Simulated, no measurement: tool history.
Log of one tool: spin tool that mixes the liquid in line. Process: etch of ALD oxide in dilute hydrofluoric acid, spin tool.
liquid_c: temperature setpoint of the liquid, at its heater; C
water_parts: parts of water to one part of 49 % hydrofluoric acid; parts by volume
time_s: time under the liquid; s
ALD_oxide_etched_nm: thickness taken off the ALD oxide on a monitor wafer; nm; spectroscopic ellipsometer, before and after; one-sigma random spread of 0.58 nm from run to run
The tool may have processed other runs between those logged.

run,hour,liquid_c,water_parts,time_s,ALD_oxide_etched_nm
1,0,23,230,300,27.176
2,7.1,26,230,300,30.023
3,11.4,27,195,300,38.598
4,13.7,28,170,300,47.094
5,16.8,28,250,300,29.225
6,22.7,28.5,215,300,36.365
7,24,29,185,300,43.293

Predict the results of run 8:
8,29.2,29.5,160,300,?

Run 8 produced ALD_oxide_etched_nm 53.898 nm.
